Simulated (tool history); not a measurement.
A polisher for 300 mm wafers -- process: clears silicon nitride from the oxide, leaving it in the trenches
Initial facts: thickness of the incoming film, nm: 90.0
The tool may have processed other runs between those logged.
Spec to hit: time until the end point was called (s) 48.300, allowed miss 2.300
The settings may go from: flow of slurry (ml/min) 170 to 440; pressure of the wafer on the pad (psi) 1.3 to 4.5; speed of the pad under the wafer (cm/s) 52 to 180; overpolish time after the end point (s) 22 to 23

run	hour	flow of slurry (ml/min)	pressure of the wafer on the pad (psi)	speed of the pad under the wafer (cm/s)	overpolish time after the end point (s)	time until the end point was called (s)
1	0.0	280	2.9	116	22	82.969
2	2.1	280	2.4	116	22	99.161
3	10.4	235	2.4	116	22	100.040
4	16.9	235	2.7	118	22	87.733
5	22.2	235	3.0	118	22	84.432
6	29.3	245	3.3	120	22	75.029
7	35.4	250	3.5	122	22	69.087
8	41.0	250	4.3	128	22	54.480
9	47.9	250	4.3	128	22	54.625

Consider the 5 candidate settings below. Which is the only one whose results all fall within their allowed miss of target?
A	54.8	265	4.5	152	23	?
B	54.8	255	4.2	166	22	?
C	54.8	250	4.5	138	23	?
D	54.8	240	4.3	130	22	?
E	54.8	265	4.5	124	23	?

move	time until the end point was called (s)
A	43.844
B	42.953
C	48.508
D	53.802
E	53.466
A: takes the result that was furthest off past its target
B: takes the result that was furthest off past its target
C: all results land within tolerance of their targets
D: closer than the last run, but not yet in spec
E: closer than the last run, but not yet in spec
C meets every target.
